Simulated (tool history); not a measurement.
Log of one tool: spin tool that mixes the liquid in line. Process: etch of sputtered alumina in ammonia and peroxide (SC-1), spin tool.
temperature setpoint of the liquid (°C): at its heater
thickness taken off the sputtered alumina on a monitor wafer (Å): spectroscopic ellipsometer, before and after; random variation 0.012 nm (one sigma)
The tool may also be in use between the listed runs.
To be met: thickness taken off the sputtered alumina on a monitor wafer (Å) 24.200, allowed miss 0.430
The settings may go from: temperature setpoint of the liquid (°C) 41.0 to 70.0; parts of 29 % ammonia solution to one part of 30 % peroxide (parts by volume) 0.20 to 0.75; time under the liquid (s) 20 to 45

run	day	temperature setpoint of the liquid (°C)	parts of 29 % ammonia solution to one part of 30 % peroxide (parts by volume)	time under the liquid (s)	thickness taken off the sputtered alumina on a monitor wafer (Å)
1	0.000	57.0	0.45	45	32.870
2	0.121	57.0	0.45	20	14.519
3	0.379	59.0	0.45	20	16.200
4	0.508	62.0	0.45	20	18.928
5	0.708	62.0	0.40	20	18.720
6	0.838	63.5	0.45	20	20.411
7	0.888	65.0	0.45	20	21.855
8	1.100	67.5	0.45	20	24.637

4 next moves are on the table. One of them brings every result within its allowed miss. Which?
A	1.312	68.0	0.45	20	?
B	1.312	66.5	0.35	20	?
C	1.312	68.5	0.40	20	?
D	1.312	67.5	0.35	20	?

move	thickness taken off the sputtered alumina on a monitor wafer (Å)
A	25.274
B	22.938
C	25.610
D	24.089
A: further off than the last run
B: takes the result that was furthest off past its target
C: further off than the last run
D: meets every target
Answer: D
